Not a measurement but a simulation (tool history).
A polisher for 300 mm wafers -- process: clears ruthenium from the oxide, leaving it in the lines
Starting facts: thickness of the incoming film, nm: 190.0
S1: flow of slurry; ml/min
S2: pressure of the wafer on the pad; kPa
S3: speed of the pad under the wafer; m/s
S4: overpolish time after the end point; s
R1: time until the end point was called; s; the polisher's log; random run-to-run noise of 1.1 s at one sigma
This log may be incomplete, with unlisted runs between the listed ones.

| run | hour | S1 | S2 | S3 | S4 | R1 |
|---|---|---|---|---|---|---|
| 1 | 0.0 | 285 | 18.6 | 1.08 | 6 | 113.330 |
| 2 | 3.0 | 285 | 20.0 | 1.12 | 6 | 101.770 |
| 3 | 5.2 | 285 | 20.0 | 0.96 | 6 | 117.930 |
| 4 | 8.9 | 285 | 23.4 | 0.96 | 6 | 101.100 |
| 5 | 10.2 | 285 | 23.4 | 1.06 | 6 | 90.768 |
| 6 | 16.8 | 285 | 23.4 | 1.06 | 4 | 91.204 |
| 7 | 20.0 | 285 | 24.1 | 1.10 | 4 | 87.404 |

What will run 8 give?
| 8 | 21.9 | 285 | 24.8 | 1.14 | 4 | ? |

{"run 8": {"R1": 80.735}}
